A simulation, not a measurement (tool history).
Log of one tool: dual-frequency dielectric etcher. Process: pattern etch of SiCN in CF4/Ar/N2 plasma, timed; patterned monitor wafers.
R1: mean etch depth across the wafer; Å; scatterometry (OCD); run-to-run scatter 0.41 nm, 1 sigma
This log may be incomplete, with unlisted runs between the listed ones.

{"run": 1, "day": 0.0, "source power (W)": 410, "bias power (W)": 87, "Ar flow (sccm)": 103, "CF4 flow (sccm)": 84, "etch time (s)": 94, "R1": 827.95}
{"run": 2, "day": 0.162, "source power (W)": 390, "bias power (W)": 87, "Ar flow (sccm)": 103, "CF4 flow (sccm)": 84, "etch time (s)": 94, "R1": 789.93}
{"run": 3, "day": 0.321, "source power (W)": 380, "bias power (W)": 87, "Ar flow (sccm)": 103, "CF4 flow (sccm)": 84, "etch time (s)": 94, "R1": 759.92}
{"run": 4, "day": 0.625, "source power (W)": 380, "bias power (W)": 87, "Ar flow (sccm)": 103, "CF4 flow (sccm)": 84, "etch time (s)": 98.5, "R1": 806.59}
{"run": 5, "day": 0.796, "source power (W)": 370, "bias power (W)": 87, "Ar flow (sccm)": 103, "CF4 flow (sccm)": 84, "etch time (s)": 98.5, "R1": 787.76}
{"run": 6, "day": 1.142, "source power (W)": 360, "bias power (W)": 87, "Ar flow (sccm)": 103, "CF4 flow (sccm)": 84, "etch time (s)": 98.5, "R1": 763.63}
{"run": 7, "day": 1.183, "source power (W)": 350, "bias power (W)": 87, "Ar flow (sccm)": 103, "CF4 flow (sccm)": 84, "etch time (s)": 98.5, "R1": 742.42}

Run 8, settings as shown, results not yet in. Your forecast:
{"run": 8, "day": 1.554, "source power (W)": 350, "bias power (W)": 87, "Ar flow (sccm)": 103, "CF4 flow (sccm)": 84, "etch time (s)": 98.5, "R1": "?"}

{"run 8": {"R1": 750.08}}
